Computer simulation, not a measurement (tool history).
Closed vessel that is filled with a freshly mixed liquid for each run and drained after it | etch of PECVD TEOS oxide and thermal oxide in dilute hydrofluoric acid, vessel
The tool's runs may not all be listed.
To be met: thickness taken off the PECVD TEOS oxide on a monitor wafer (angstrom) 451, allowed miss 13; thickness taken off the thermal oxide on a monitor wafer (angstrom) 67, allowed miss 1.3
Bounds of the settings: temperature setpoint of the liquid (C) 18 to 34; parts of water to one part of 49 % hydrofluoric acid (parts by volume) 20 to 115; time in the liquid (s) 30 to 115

run  hour  temperature setpoint of the liquid (C)  parts of water to one part of 49 % hydrofluoric acid (parts by volume)  time in the liquid (s)  thickness taken off the PECVD TEOS oxide on a monitor wafer (angstrom)  thickness taken off the thermal oxide on a monitor wafer (angstrom)
  1     0                                      26                                                                      65                      60                                                                  346.01                                                               51.045
  2   8.3                                    27.5                                                                      65                      60                                                                  369.44                                                                54.87
  3  14.7                                    30.5                                                                      65                      60                                                                  413.17                                                               61.678
  4  21.5                                    30.5                                                                      45                      60                                                                  611.33                                                               91.498
  5  23.1                                      29                                                                      45                      60                                                                     578                                                               86.968
  6    26                                    27.5                                                                      45                      60                                                                  545.99                                                               80.979
  7  29.6                                    26.5                                                                      45                      60                                                                     524                                                               77.921
     31.5  -- hydrofluoric acid flow meter replaced
  8  31.5                                    25.5                                                                      45                      60                                                                  466.54                                                               69.193

4 next moves are on the table. One of them brings every result within its allowed miss. Which?
  A  33.4                                    23.5                                                                      45                      60                                                                       ?                                                                    ?
  B  33.4                                    27.5                                                                      65                      80                                                                       ?                                                                    ?
  C  33.4                                    29.5                                                                      35                      40                                                                       ?                                                                    ?
  D  33.4                                      20                                                                      45                      70                                                                       ?                                                                    ?

move  thickness taken off the PECVD TEOS oxide on a monitor wafer (angstrom)  thickness taken off the thermal oxide on a monitor wafer (angstrom)
   A                                                                  423.99                                                               64.162
   B                                                                  447.79                                                               67.765
   C                                                                  470.65                                                               71.223
   D                                                                  426.96                                                               64.612
A: takes the result that was furthest off past its target
B: meets every target
C: further off than the last run
D: takes the result that was furthest off past its target
Answer: B

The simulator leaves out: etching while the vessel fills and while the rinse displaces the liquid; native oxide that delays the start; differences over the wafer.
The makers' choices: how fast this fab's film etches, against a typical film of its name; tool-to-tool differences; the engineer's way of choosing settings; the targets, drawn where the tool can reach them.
